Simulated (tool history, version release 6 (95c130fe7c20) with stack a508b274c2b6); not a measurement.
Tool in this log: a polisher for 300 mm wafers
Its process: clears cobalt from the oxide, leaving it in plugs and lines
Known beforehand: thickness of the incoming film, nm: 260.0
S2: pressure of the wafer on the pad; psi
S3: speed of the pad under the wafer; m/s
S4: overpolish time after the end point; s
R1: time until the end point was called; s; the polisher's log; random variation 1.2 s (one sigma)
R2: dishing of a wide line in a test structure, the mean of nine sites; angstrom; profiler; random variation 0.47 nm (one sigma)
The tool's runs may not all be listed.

Run 1, day 0.000: flow of slurry (ml/min) 215, S2 2.4 psi, S3 0.84 m/s, S4 9 s. Result: R1 56.278 s, R2 285.97 angstrom.
Run 2, day 0.338: flow of slurry (ml/min) 215, S2 2.4 psi, S3 0.76 m/s, S4 9 s. Result: R1 62.738 s, R2 269.44 angstrom.
Run 3, day 0.500: flow of slurry (ml/min) 215, S2 2.3 psi, S3 0.76 m/s, S4 10 s. Result: R1 63.887 s, R2 285.38 angstrom.
Run 4, day 0.533: flow of slurry (ml/min) 215, S2 2.3 psi, S3 0.84 m/s, S4 10 s. Result: R1 56.712 s, R2 296.42 angstrom.
Run 5, day 0.858: flow of slurry (ml/min) 215, S2 2.2 psi, S3 0.82 m/s, S4 11 s. Result: R1 61.671 s, R2 305.51 angstrom.
Run 6, day 1.112: flow of slurry (ml/min) 265, S2 2.2 psi, S3 0.82 m/s, S4 11 s. Result: R1 62.443 s, R2 317.45 angstrom.
Run 7, day 1.267: flow of slurry (ml/min) 265, S2 2.1 psi, S3 0.82 m/s, S4 11 s. Result: R1 62.367 s, R2 304.97 angstrom.
Run 8, day 1.429: flow of slurry (ml/min) 265, S2 2.0 psi, S3 0.82 m/s, S4 11 s. Result: R1 63.870 s, R2 308.41 angstrom.

Run 9, settings as shown, results not yet in. Your forecast:
Run 9, day 1.779: flow of slurry (ml/min) 265, S2 1.9 psi, S3 0.82 m/s, S4 11 s. Result: R1 ?, R2 ?.

R1: 66.511 s
R2: 294.82 angstrom
